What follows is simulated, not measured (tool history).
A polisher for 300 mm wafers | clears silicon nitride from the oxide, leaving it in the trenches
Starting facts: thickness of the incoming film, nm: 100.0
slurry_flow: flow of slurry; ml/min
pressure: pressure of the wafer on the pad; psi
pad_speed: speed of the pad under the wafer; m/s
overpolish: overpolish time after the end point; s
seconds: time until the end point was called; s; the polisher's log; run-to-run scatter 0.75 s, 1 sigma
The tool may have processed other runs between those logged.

| run | hour | slurry_flow | pressure | pad_speed | overpolish | seconds |
|---|---|---|---|---|---|---|
| 1 | 0 | 215 | 3.3 | 1.22 | 10 | 90.768 |
| 2 | 8 | 215 | 3.3 | 1 | 10 | 109.56 |
| 3 | 14 | 215 | 3.5 | 1 | 10 | 104.27 |
| 4 | 16 | 195 | 3.5 | 1 | 10 | 106.68 |
| 5 | 22.2 | 200 | 3.7 | 1.02 | 10 | 99.736 |
| 6 | 23.4 | 205 | 3.9 | 1.04 | 10 | 91.624 |
| 7 | 32.1 | 210 | 4 | 1.06 | 10 | 87.378 |
| 8 | 39.3 | 215 | 4.1 | 1.06 | 10 | 85.518 |
| 9 | 40.9 | 215 | 4.2 | 1.08 | 10 | 82.342 |
| 10 | 43.2 | 215 | 4.3 | 1.1 | 10 | 80.112 |

Predict the results of run 11:
| 11 | 47.4 | 215 | 4.4 | 1.12 | 10 | ? |

{"run 11": {"seconds": 76.673}}
